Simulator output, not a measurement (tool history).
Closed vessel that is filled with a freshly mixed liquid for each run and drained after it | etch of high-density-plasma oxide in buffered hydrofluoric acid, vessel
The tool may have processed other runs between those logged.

run	hour	temperature setpoint of the liquid (C)	parts of 40 % ammonium fluoride to one part of 49 % hydrofluoric acid (parts by volume)	time in the liquid (s)	thickness taken off the high-density-plasma oxide on a monitor wafer (nm)
1	0.0	22.0	23.0	85	51.015
2	7.7	22.0	28.0	85	45.294
3	14.1	22.0	28.0	85	44.596
4	16.0	22.0	30.0	85	42.595
5	21.7	22.0	30.0	85	43.034
6	26.6	25.5	30.0	85	52.835

For run 7, what comes out?
7	28.1	26.0	30.0	85	?

{"run 7": {"thickness taken off the high-density-plasma oxide on a monitor wafer (nm)": 53.64}}
